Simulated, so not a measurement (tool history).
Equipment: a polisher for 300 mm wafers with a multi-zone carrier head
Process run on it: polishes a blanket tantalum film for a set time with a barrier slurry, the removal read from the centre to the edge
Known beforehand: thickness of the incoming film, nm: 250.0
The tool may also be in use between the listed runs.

| run | hour | flow of slurry (ml/min) | pressure of the head's centre zone | pressure of the head's middle zone | pressure of the head's edge zone | abrasive content of the slurry | polishing time (s) | film removed at the wafer's centre (angstrom) | film removed at mid-radius (angstrom) | film removed at the wafer's edge (angstrom) |
|---|---|---|---|---|---|---|---|---|---|---|
| 1 | 0 | 265 | 1 | 1 | 1 | 1 | 65 | 582.07 | 581.59 | 595.17 |
| 2 | 2.3 | 255 | 0.98 | 0.98 | 0.97 | 0.95 | 65 | 563.41 | 564.61 | 587.45 |
| 3 | 10.8 | 250 | 0.98 | 0.98 | 0.95 | 0.9 | 65 | 558.5 | 556.03 | 572.39 |
| 4 | 13.6 | 250 | 0.9 | 0.98 | 0.95 | 0.9 | 65 | 517.72 | 568.11 | 578 |
| 5 | 21.5 | 250 | 0.9 | 0.98 | 0.95 | 1.1 | 65 | 542.43 | 584.95 | 580.72 |
| 6 | 22.5 | 250 | 0.9 | 0.98 | 1.03 | 1.1 | 65 | 537.26 | 574.38 | 604.21 |
| 7 | 26.4 | 250 | 0.9 | 0.98 | 1.03 | 1.1 | 65 | 536.01 | 575.18 | 608.11 |
| 8 | 35 | 220 | 0.92 | 0.93 | 0.93 | 0.95 | 65 | 520.06 | 531.76 | 563.91 |

Run 9 comes next. What will it give?
| 9 | 42.7 | 220 | 0.93 | 0.93 | 0.91 | 0.95 | 65 | ? | ? | ? |

Run 9 measured film removed at the wafer's centre (angstrom) 530.5, film removed at mid-radius (angstrom) 531.2, film removed at the wafer's edge (angstrom) 562.42.
